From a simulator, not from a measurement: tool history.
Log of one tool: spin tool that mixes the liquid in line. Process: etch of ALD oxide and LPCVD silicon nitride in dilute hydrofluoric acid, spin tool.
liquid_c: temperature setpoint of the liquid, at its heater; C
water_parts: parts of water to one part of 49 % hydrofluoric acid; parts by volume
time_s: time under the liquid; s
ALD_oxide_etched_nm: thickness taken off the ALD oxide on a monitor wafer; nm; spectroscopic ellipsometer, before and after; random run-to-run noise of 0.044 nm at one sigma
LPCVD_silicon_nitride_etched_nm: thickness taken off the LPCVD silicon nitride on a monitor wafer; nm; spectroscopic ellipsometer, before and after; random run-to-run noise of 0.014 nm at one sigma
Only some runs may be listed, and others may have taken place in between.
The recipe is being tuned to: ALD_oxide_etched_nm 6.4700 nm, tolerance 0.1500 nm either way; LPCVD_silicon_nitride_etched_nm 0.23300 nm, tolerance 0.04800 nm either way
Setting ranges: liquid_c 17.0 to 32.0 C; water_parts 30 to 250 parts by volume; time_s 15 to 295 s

run  hour  liquid_c  water_parts  time_s  ALD_oxide_etched_nm  LPCVD_silicon_nitride_etched_nm
  1   0.0      24.0          140     150              18.2930                          0.65463
  2   6.3      21.0          140     150              16.3370                          0.56190
  3  12.3      20.5          155     150              14.0860                          0.49045
  4  12.9      23.5          155     150              15.7310                          0.60212
  5  14.9      22.5          170     150              13.8360                          0.48041
  6  18.2      22.5          135     150              17.9840                          0.66336
  7  20.3      18.5          190     145               9.8375                          0.32223
  8  24.1      18.5          200     145               9.2535                          0.30044
  9  28.4      18.5          200     145               9.2952                          0.30903
 10  35.4      18.5          210     145               8.8645                          0.30171
 11  43.5      18.5          215     145               8.5265                          0.28528
 12  52.1      18.5          220     145               8.3880                          0.29474
 13  60.1      18.5          225     145               8.0620                          0.30118
 14  63.3      18.0          230     145               7.6523                          0.24361
 15  64.9      18.0          235     145               7.5524                          0.26833
 16  70.9      18.0          240     145               7.3582                          0.26932
 17  77.9      17.5          245     145               7.0071                          0.25773

Consider the 5 candidate settings below. Which is the only one whose results all fall within their allowed miss of target?
  A  84.9      18.0          250     135                    ?                                ?
  B  84.9      17.0          235     140                    ?                                ?
  C  84.9      18.0          240     150                    ?                                ?
  D  84.9      17.0          240     140                    ?                                ?
  E  84.9      18.5          245     135                    ?                                ?

move  ALD_oxide_etched_nm  LPCVD_silicon_nitride_etched_nm
   A               6.5579                          0.22346
   B               7.0530                          0.23010
   C               7.6584                          0.25820
   D               6.8757                          0.22552
   E               6.8520                          0.23544
A: every result within its allowed miss
B: misses by more than the last run did
C: misses by more than the last run did
D: nearer the targets than the last run, but a result is still out of spec
E: nearer the targets than the last run, but a result is still out of spec
Correct choice: A, which meets every target
